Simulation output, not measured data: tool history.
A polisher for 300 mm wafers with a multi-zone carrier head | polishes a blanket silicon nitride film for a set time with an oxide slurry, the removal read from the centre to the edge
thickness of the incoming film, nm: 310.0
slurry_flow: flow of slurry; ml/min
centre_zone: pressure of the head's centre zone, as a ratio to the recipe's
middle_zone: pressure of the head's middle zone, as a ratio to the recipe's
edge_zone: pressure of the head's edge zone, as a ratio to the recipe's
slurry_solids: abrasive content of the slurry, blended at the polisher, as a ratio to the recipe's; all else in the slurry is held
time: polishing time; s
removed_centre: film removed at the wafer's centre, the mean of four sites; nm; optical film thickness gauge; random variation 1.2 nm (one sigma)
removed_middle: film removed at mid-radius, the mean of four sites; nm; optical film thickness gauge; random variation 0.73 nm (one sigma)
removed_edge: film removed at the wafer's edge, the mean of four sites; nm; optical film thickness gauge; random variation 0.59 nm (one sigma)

| run | hour | slurry_flow | centre_zone | middle_zone | edge_zone | slurry_solids | time | removed_centre | removed_middle | removed_edge |
|---|---|---|---|---|---|---|---|---|---|---|
| 1 | 0.0 | 265 | 1.00 | 1.00 | 1.00 | 1.00 | 88 | 66.572 | 66.350 | 68.213 |
| 2 | 5.1 | 270 | 1.01 | 1.01 | 1.04 | 1.10 | 88 | 68.459 | 68.921 | 71.980 |
| 3 | 6.1 | 275 | 1.03 | 1.02 | 1.07 | 1.20 | 88 | 73.551 | 72.656 | 76.205 |
| 4 | 11.1 | 285 | 1.04 | 1.03 | 1.10 | 1.25 | 88 | 75.335 | 75.499 | 78.237 |
| 5 | 20.0 | 285 | 1.04 | 1.03 | 1.05 | 1.25 | 88 | 74.343 | 74.130 | 76.260 |
| 6 | 21.8 | 285 | 1.04 | 0.95 | 1.05 | 1.25 | 88 | 74.335 | 70.484 | 76.530 |
| 7 | 27.9 | 285 | 1.04 | 0.96 | 1.08 | 1.30 | 88 | 75.498 | 71.809 | 78.839 |
| 8 | 35.0 | 290 | 1.04 | 0.98 | 1.10 | 1.35 | 88 | 76.628 | 74.403 | 79.679 |
| 9 | 43.9 | 285 | 1.04 | 0.98 | 1.12 | 1.40 | 88 | 75.980 | 73.340 | 81.846 |
| 10 | 48.2 | 300 | 1.04 | 0.99 | 1.13 | 1.40 | 88 | 78.808 | 74.879 | 82.167 |

Run 11 comes next. What will it give?
| 11 | 55.3 | 300 | 1.04 | 1.00 | 1.13 | 1.45 | 88 | ? | ? | ? |

{"run 11": {"removed_centre": 80.272, "removed_middle": 75.923, "removed_edge": 83.547}}
